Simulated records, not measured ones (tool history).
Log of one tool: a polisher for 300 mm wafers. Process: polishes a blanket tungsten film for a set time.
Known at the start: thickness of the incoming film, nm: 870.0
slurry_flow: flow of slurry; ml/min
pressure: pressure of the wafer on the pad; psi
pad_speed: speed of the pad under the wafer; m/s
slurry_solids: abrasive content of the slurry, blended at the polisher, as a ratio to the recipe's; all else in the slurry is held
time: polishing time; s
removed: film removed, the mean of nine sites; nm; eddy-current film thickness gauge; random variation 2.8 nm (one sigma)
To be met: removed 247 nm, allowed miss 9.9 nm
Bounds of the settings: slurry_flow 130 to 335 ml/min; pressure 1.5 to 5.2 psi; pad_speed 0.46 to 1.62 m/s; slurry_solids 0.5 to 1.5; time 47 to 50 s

run 1 day=0 | slurry_flow=215 pressure=3.3 pad_speed=1.04 slurry_solids=1 time=47 | removed=183.59
run 2 day=0.188 | slurry_flow=215 pressure=3.5 pad_speed=1.04 slurry_solids=1 time=47 | removed=191.72
run 3 day=0.312 | slurry_flow=170 pressure=3.5 pad_speed=1.04 slurry_solids=1 time=47 | removed=183.24
run 4 day=0.488 | slurry_flow=185 pressure=3.7 pad_speed=1.04 slurry_solids=1 time=47 | removed=194.41
run 5 day=0.858 | slurry_flow=185 pressure=3.7 pad_speed=1.04 slurry_solids=1 time=47 | removed=195.96
run 6 day=0.896 | slurry_flow=185 pressure=3.7 pad_speed=1.14 slurry_solids=1 time=47 | removed=209.25
run 7 day=0.942 | slurry_flow=195 pressure=3.8 pad_speed=1.14 slurry_solids=1 time=47 | removed=220.44
run 8 day=1.3 | slurry_flow=205 pressure=3.9 pad_speed=1.14 slurry_solids=1 time=47 | removed=224.17

4 next moves are on the table. One of them brings every result within its allowed miss. Which?
run A day=1.658 | slurry_flow=260 pressure=4.5 pad_speed=0.82 slurry_solids=1 time=48 | removed=?
run B day=1.658 | slurry_flow=210 pressure=2.8 pad_speed=1.26 slurry_solids=0.75 time=49 | removed=?
run C day=1.658 | slurry_flow=195 pressure=3.7 pad_speed=1.28 slurry_solids=0.95 time=50 | removed=?
run D day=1.658 | slurry_flow=160 pressure=3.6 pad_speed=1.08 slurry_solids=1.05 time=47 | removed=?

move=A removed=201.99
move=B removed=184.56
move=C removed=250.5
move=D removed=194.73
A: further off than the last run
B: further off than the last run
C: meets every target
D: further off than the last run
Answer: C
